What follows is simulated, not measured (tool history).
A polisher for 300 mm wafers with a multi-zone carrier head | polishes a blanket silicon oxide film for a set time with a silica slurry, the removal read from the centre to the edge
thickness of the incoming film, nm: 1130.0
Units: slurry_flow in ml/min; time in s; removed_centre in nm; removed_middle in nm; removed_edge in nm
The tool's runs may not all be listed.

run	hour	slurry_flow	centre_zone	middle_zone	edge_zone	slurry_solids	time	removed_centre	removed_middle	removed_edge
1	0	150	1	1	1	1	72	152.36	148.82	148.78
2	5.4	150	1	1.08	1	1	72	148.54	160.71	149.61
3	12.5	130	1	1.08	1	1	72	146.52	153.85	148.06
4	16.2	130	1	1.08	1	1	59	118.57	126.29	119.84
5	21	155	1.07	1.08	1.03	1.15	60	142.43	138.74	131.86
6	23.4	155	1.07	1.11	1.03	1.15	60	139.05	142.96	132.94

The next listed run, before its measurement:
7	25.1	175	1.11	1.11	1.04	1.25	62	?	?	?

removed_centre: 157.95 nm
removed_middle: 151.81 nm
removed_edge: 144.15 nm
